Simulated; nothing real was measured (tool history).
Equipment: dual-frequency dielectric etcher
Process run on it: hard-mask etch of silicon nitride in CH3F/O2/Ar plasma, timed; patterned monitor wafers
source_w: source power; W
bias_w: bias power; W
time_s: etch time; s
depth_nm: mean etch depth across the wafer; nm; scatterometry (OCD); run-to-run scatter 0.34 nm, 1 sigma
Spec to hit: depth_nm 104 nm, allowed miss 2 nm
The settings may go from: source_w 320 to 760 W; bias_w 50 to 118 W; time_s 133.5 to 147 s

| run | hour | source_w | bias_w | time_s | depth_nm |
|---|---|---|---|---|---|
| 1 | 0 | 540 | 84 | 147 | 118.56 |
| 2 | 5 | 540 | 97 | 147 | 125.06 |
| 3 | 8.2 | 490 | 94 | 146.5 | 115.79 |
| 4 | 9.1 | 460 | 94 | 146.5 | 112.2 |
| 5 | 15.1 | 460 | 94 | 147 | 113.1 |
| 6 | 21.2 | 440 | 94 | 147 | 109.61 |
| 7 | 23 | 430 | 94 | 147 | 108.35 |
| 8 | 28.8 | 430 | 94 | 147 | 108.28 |
| 9 | 35.2 | 370 | 92 | 147 | 96.944 |
| 10 | 36.2 | 430 | 93 | 147 | 107.5 |
| 11 | 43.5 | 420 | 93 | 147 | 106.73 |

4 candidate next runs follow, results not yet known. Just one meets every target within its allowed miss. Identify it.
| A | 50.8 | 440 | 86 | 138 | ? |
| B | 50.8 | 450 | 97 | 135.5 | ? |
| C | 50.8 | 360 | 102 | 147 | ? |
| D | 50.8 | 400 | 95 | 138.5 | ? |

| move | depth_nm |
|---|---|
| A | 99.269 |
| B | 103.36 |
| C | 98.872 |
| D | 97.358 |
A: the result that was furthest off in the last run now lies on the other side of its target
B: hits every target within its allowed miss
C: the result that was furthest off in the last run now lies on the other side of its target
D: the result that was furthest off in the last run now lies on the other side of its target
B is the move that brings every result within its allowed miss.

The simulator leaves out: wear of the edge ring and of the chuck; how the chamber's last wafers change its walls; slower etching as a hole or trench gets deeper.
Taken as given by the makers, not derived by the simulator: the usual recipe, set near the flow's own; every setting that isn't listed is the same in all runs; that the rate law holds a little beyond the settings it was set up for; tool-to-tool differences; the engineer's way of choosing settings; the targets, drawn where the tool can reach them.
